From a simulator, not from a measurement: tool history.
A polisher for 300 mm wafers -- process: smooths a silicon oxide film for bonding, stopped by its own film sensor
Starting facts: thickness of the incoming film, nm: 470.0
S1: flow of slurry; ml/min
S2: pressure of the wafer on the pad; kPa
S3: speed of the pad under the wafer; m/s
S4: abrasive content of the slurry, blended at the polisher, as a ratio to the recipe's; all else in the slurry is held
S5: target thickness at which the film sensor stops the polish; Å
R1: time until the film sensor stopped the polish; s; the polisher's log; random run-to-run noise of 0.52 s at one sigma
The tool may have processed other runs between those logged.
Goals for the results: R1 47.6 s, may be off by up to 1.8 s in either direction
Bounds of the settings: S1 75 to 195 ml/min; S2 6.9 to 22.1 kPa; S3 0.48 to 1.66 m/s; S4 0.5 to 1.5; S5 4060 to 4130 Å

run,day,S1,S2,S3,S4,S5,R1
1,0,125,14.5,1.06,1,4060,94.407
2,0.138,130,15.9,1.08,1,4060,86.32
3,0.425,130,15.9,1.08,1.1,4060,80.489
4,0.721,130,15.9,1.24,1.1,4060,71.746
5,1.092,130,15.9,1.24,1.1,4060,71.298
6,1.192,130,15.9,1.24,0.9,4060,80.878
# day 1.379: slurry nozzle cleaned
7,1.379,130,17.2,1.26,0.9,4060,64.051
8,1.721,155,20,1.26,0.9,4060,54.032
9,1.908,155,20.7,1.26,0.9,4060,52.169
10,2.079,155,21.4,1.26,0.9,4060,51.174

Exercise: of the 4 proposed moves below, exactly one satisfies all targets within the stated allowed misses. Which move is it?
A,2.25,130,19.3,1.42,1.25,4060,?
B,2.25,170,21.4,1.24,0.8,4070,?
C,2.25,185,22.1,1.12,0.95,4090,?
D,2.25,165,22.1,1.32,0.95,4090,?

move,R1
A,43.805
B,53.056
C,47.966
D,42.795
A: the result that was furthest off in the last run now lies on the other side of its target
B: misses by more than the last run did
C: in spec on every target
D: the result that was furthest off in the last run now lies on the other side of its target
The right move is C.

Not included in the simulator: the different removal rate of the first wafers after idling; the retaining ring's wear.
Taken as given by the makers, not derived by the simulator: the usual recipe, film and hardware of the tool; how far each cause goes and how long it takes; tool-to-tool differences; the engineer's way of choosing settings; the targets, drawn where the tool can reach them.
